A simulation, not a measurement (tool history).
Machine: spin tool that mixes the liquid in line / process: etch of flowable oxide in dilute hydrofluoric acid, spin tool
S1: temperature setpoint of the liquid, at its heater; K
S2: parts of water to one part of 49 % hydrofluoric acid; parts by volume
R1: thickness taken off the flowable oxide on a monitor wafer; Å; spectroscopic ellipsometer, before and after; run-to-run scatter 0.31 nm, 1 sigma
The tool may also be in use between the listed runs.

run 1 hour=0.0 | S1=298.15 S2=265 time_under_the_liquid_(s)=295 | R1=296.95
run 2 hour=0.7 | S1=299.65 S2=250 time_under_the_liquid_(s)=295 | R1=334.48
run 3 hour=6.2 | S1=299.65 S2=250 time_under_the_liquid_(s)=315 | R1=357.09
run 4 hour=10.7 | S1=296.15 S2=250 time_under_the_liquid_(s)=315 | R1=313.38
run 5 hour=12.9 | S1=294.15 S2=250 time_under_the_liquid_(s)=315 | R1=294.41
run 6 hour=21.7 | S1=292.65 S2=250 time_under_the_liquid_(s)=315 | R1=274.77
run 7 hour=29.4 | S1=296.65 S2=220 time_under_the_liquid_(s)=315 | R1=374.30
run 8 hour=33.8 | S1=298.65 S2=220 time_under_the_liquid_(s)=315 | R1=402.21

Run 9 is up next; what results do you expect?
run 9 hour=40.4 | S1=298.65 S2=220 time_under_the_liquid_(s)=315 | R1=?

Logged for run 9: R1 404.71 Å.
